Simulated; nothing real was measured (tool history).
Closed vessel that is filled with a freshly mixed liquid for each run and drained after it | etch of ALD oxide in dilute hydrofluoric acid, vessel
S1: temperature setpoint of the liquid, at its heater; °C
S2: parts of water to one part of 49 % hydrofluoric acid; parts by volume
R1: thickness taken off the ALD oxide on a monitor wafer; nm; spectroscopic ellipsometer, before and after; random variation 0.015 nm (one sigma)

Run 1, hour 0.0: S1 23.0 °C, S2 280 parts by volume, time in the liquid (s) 75. Result: R1 4.1359 nm.
Run 2, hour 1.9: S1 22.0 °C, S2 300 parts by volume, time in the liquid (s) 75. Result: R1 3.6475 nm.
Run 3, hour 7.8: S1 21.0 °C, S2 315 parts by volume, time in the liquid (s) 75. Result: R1 3.3534 nm.
Run 4, hour 13.0: S1 18.5 °C, S2 315 parts by volume, time in the liquid (s) 75. Result: R1 3.0085 nm.
Run 5, hour 20.6: S1 21.5 °C, S2 315 parts by volume, time in the liquid (s) 75. Result: R1 3.3585 nm.
Run 6, hour 29.6: S1 21.5 °C, S2 315 parts by volume, time in the liquid (s) 75. Result: R1 3.3548 nm.

Run 7 comes next. What will it give?
Run 7, hour 31.8: S1 20.5 °C, S2 325 parts by volume, time in the liquid (s) 75. Result: R1 ?.

{"run 7": {"R1": 3.1606}}

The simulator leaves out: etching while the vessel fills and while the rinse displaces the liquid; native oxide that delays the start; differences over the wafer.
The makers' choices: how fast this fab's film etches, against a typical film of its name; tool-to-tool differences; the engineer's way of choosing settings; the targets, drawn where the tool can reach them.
